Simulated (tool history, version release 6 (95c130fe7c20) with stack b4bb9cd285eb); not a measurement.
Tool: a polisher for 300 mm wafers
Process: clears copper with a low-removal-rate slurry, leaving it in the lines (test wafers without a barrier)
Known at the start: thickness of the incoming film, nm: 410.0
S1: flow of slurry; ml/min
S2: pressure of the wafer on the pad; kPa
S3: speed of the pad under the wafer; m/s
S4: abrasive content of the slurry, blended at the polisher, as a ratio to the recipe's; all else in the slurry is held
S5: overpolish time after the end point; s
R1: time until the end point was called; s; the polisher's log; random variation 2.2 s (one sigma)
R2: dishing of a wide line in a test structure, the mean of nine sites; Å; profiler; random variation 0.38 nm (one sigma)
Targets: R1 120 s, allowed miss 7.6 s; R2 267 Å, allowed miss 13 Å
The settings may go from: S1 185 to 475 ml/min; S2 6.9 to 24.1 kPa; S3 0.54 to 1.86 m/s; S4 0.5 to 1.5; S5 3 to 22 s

run,hour,S1,S2,S3,S4,S5,R1,R2
1,0,305,15.2,1.18,1,11,159.46,168.53
2,2.5,305,15.2,1.18,1,6,160.98,102.81
3,10.7,305,15.9,1.2,1,7,153.89,124.18
4,15.4,305,15.9,1.2,1,10,158.07,167.4
5,17.6,305,17.2,1.2,1,10,151.32,172.96
6,19,305,14.5,1.2,1,10,167.33,157.45
7,25.1,305,15.9,1.22,1,10,153.67,172.67
8,32.9,305,17.2,1.22,1,10,147.01,177.97
9,37.5,305,17.9,1.22,1,10,143.59,181.96
10,41,305,18.6,1.24,1,10,136.55,186.99
11,45.6,305,18.6,1.24,1,10,134.64,189.24
12,53.5,305,19.3,1.24,1,10,133.52,192
13,59.7,305,20,1.26,1,10,131.56,201.57
14,64.6,305,20.7,1.26,1,10,121.42,200.52

4 next moves are on the table. One of them brings every result within its allowed miss. Which?
A,69.5,230,18.6,1.5,0.8,14,?,?
B,69.5,340,21.4,1.08,1,16,?,?
C,69.5,355,21.4,1.18,0.9,18,?,?
D,69.5,345,21.4,1.4,1.15,12,?,?

move,R1,R2
A,120.43,271.31
B,139.48,269.72
C,129.75,306.5
D,106.14,266.99
A: meets every target
B: brings the result that was furthest off to its target, and leaves another outside
C: takes the result that was furthest off past its target
D: brings the result that was furthest off to its target, and leaves another outside
Answer: A
